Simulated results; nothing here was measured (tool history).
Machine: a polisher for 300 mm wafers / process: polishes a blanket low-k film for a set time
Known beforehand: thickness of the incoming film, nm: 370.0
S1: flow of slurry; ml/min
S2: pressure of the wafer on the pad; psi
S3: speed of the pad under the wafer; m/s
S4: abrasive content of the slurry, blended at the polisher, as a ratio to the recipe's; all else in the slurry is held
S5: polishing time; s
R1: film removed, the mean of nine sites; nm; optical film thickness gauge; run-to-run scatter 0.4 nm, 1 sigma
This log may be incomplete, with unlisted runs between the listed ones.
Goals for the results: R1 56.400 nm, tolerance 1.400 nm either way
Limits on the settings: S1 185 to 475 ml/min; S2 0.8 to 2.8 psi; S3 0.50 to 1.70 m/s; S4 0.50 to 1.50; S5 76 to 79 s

run 1 day=0.000 | S1=305 S2=1.8 S3=1.10 S4=1.00 S5=76 | R1=36.986
run 2 day=0.188 | S1=305 S2=1.8 S3=1.20 S4=1.00 S5=76 | R1=39.582
run 3 day=0.496 | S1=305 S2=1.9 S3=1.20 S4=1.00 S5=76 | R1=41.551
run 4 day=0.675 | S1=305 S2=1.9 S3=1.20 S4=1.00 S5=76 | R1=41.245
run 5 day=0.975 | S1=255 S2=1.9 S3=1.20 S4=1.00 S5=76 | R1=40.774
run 6 day=1.304 | S1=255 S2=1.5 S3=1.20 S4=1.00 S5=76 | R1=32.202
run 7 day=1.375 | S1=270 S2=1.7 S3=1.20 S4=1.00 S5=76 | R1=36.628
run 8 day=1.742 | S1=280 S2=1.8 S3=1.20 S4=1.00 S5=76 | R1=38.668
run 9 day=2.008 | S1=285 S2=2.3 S3=1.22 S4=1.00 S5=76 | R1=49.516
run 10 day=2.104 | S1=305 S2=2.3 S3=1.22 S4=1.00 S5=76 | R1=50.525
run 11 day=2.267 | S1=320 S2=2.3 S3=1.22 S4=1.00 S5=76 | R1=50.794
run 12 day=2.567 | S1=330 S2=2.3 S3=1.22 S4=1.00 S5=76 | R1=50.692
run 13 day=2.704 | S1=335 S2=2.3 S3=1.22 S4=1.00 S5=76 | R1=50.816
run 14 day=2.908 | S1=340 S2=2.3 S3=1.22 S4=1.00 S5=76 | R1=50.804
run 15 day=3.088 | S1=345 S2=2.4 S3=1.22 S4=1.00 S5=76 | R1=52.149

Of the 4 settings listed for the next run, only one would bring every result within its allowed miss of target. Which one?
run A day=3.267 | S1=335 S2=2.4 S3=1.08 S4=1.00 S5=79 | R1=?
run B day=3.267 | S1=345 S2=2.6 S3=1.00 S4=1.05 S5=77 | R1=?
run C day=3.267 | S1=445 S2=2.2 S3=1.30 S4=0.90 S5=77 | R1=?
run D day=3.267 | S1=260 S2=2.4 S3=1.20 S4=1.30 S5=76 | R1=?

move=A R1=50.017
move=B R1=50.677
move=C R1=50.676
move=D R1=56.696
A: lands further from the targets than the last run did
B: lands further from the targets than the last run did
C: lands further from the targets than the last run did
D: in spec on every target
Go with D: it meets all targets.
